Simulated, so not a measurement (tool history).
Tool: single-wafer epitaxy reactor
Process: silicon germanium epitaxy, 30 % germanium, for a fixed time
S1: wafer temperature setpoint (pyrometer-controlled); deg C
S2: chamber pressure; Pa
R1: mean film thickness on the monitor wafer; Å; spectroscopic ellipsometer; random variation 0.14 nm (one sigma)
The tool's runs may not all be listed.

Run 1, day 0: S1 585 deg C, S2 2080 Pa. Result: R1 383.35 Å.
Run 2, day 0.25: S1 580 deg C, S2 2080 Pa. Result: R1 346.71 Å.
Run 3, day 0.342: S1 573 deg C, S2 2080 Pa. Result: R1 295.52 Å.
Run 4, day 0.592: S1 573 deg C, S2 2386 Pa. Result: R1 316.89 Å.
Run 5, day 0.888: S1 573 deg C, S2 2213 Pa. Result: R1 305.06 Å.
Run 6, day 1.05: S1 573 deg C, S2 2573 Pa. Result: R1 329.97 Å.
Run 7, day 1.4: S1 572 deg C, S2 2573 Pa. Result: R1 322.58 Å.
Run 8, day 1.604: S1 571 deg C, S2 2573 Pa. Result: R1 315.32 Å.
Run 9, day 1.729: S1 570 deg C, S2 2573 Pa. Result: R1 305.49 Å.

Forecast run 10:
Run 10, day 1.988: S1 569 deg C, S2 2573 Pa. Result: R1 ?.

R1: 299.76 Å
